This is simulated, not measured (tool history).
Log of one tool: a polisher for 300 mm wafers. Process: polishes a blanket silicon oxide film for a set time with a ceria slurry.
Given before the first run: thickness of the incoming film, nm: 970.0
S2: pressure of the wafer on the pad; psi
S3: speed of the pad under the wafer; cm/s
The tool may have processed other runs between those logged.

Run 1, hour 0.0: flow of slurry (ml/min) 270, S2 2.1 psi, S3 108 cm/s, polishing time (s) 43. Result: film removed (Å) 1541.6.
Run 2, hour 7.0: flow of slurry (ml/min) 270, S2 2.1 psi, S3 122 cm/s, polishing time (s) 43. Result: film removed (Å) 1725.2.
Run 3, hour 9.7: flow of slurry (ml/min) 270, S2 2.1 psi, S3 122 cm/s, polishing time (s) 39. Result: film removed (Å) 1561.6.
Run 4, hour 16.3: flow of slurry (ml/min) 320, S2 2.1 psi, S3 122 cm/s, polishing time (s) 39. Result: film removed (Å) 1586.9.
Run 5, hour 23.9: flow of slurry (ml/min) 320, S2 2.5 psi, S3 122 cm/s, polishing time (s) 39. Result: film removed (Å) 1852.4.
Run 6, hour 25.6: flow of slurry (ml/min) 320, S2 2.5 psi, S3 104 cm/s, polishing time (s) 39. Result: film removed (Å) 1596.8.
Run 7, hour 26.2: flow of slurry (ml/min) 320, S2 2.2 psi, S3 104 cm/s, polishing time (s) 39. Result: film removed (Å) 1410.0.

Forecast run 8:
Run 8, hour 29.9: flow of slurry (ml/min) 320, S2 2.0 psi, S3 104 cm/s, polishing time (s) 39. Result: film removed (Å) ?.

{"run 8": {"film removed (Å)": 1279.6}}
